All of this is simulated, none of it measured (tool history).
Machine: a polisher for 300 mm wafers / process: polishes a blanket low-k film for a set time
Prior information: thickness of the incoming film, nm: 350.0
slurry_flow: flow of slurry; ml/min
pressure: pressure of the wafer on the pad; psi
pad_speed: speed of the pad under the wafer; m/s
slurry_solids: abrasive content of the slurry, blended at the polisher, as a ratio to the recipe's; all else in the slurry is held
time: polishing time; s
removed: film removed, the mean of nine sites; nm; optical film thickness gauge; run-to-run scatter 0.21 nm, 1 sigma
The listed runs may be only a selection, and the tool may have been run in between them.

run,hour,slurry_flow,pressure,pad_speed,slurry_solids,time,removed
1,0,295,1.4,1.3,1,66,22.578
2,2.3,295,1.6,1.3,1,66,26.223
3,10.4,295,1.5,1.3,1,66,25.041
4,12.9,295,1.5,1.3,1,69,25.187
5,14.4,295,1.8,1.3,1,69,30.576
6,18.6,295,1.8,1.58,1,69,36.242

What will run 7 give?
7,27.4,295,1.6,1.54,1,69,?

{"run 7": {"removed": 30.79}}

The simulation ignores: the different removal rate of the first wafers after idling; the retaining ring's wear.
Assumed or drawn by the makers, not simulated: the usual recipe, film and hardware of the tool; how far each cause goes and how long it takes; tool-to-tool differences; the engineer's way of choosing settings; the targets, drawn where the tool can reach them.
